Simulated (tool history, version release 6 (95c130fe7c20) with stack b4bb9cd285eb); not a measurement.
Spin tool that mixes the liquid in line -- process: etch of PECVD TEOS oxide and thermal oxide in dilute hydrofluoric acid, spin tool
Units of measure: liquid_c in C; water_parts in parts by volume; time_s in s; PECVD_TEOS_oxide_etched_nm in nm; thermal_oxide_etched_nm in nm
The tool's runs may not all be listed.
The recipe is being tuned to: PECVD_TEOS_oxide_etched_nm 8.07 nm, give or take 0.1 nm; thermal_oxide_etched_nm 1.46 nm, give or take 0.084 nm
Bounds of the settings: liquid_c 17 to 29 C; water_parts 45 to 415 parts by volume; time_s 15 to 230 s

| run | hour | liquid_c | water_parts | time_s | PECVD_TEOS_oxide_etched_nm | thermal_oxide_etched_nm |
|---|---|---|---|---|---|---|
| 1 | 0 | 21 | 230 | 120 | 10.685 | 1.8999 |
| 2 | 7.9 | 20 | 235 | 120 | 9.9376 | 1.8257 |
| 3 | 11.7 | 19.5 | 240 | 120 | 9.4654 | 1.7598 |
| 4 | 17.4 | 19 | 245 | 120 | 9.0485 | 1.6172 |
| 5 | 23.9 | 18.5 | 245 | 120 | 8.861 | 1.6788 |
| 6 | 27.1 | 18.5 | 250 | 120 | 8.6793 | 1.5712 |
|  | 29.9 | thermometer replaced |
| 7 | 29.9 | 18 | 250 | 120 | 8.9918 | 1.6457 |
| 8 | 30.5 | 17 | 270 | 120 | 7.8236 | 1.4234 |

Which one of the following 4 next-run settings gets every result inside its allowed miss? There is exactly one.
| A | 31.1 | 19 | 300 | 130 | ? | ? |
| B | 31.1 | 18.5 | 325 | 140 | ? | ? |
| C | 31.1 | 17.5 | 330 | 145 | ? | ? |
| D | 31.1 | 17 | 165 | 65 | ? | ? |

| move | PECVD_TEOS_oxide_etched_nm | thermal_oxide_etched_nm |
|---|---|---|
| A | 8.0534 | 1.4624 |
| B | 7.6925 | 1.3969 |
| C | 7.5307 | 1.3675 |
| D | 7.6592 | 1.3908 |
A: meets every target
B: misses by more than the last run did
C: misses by more than the last run did
D: misses by more than the last run did
Correct choice: A, which meets every target
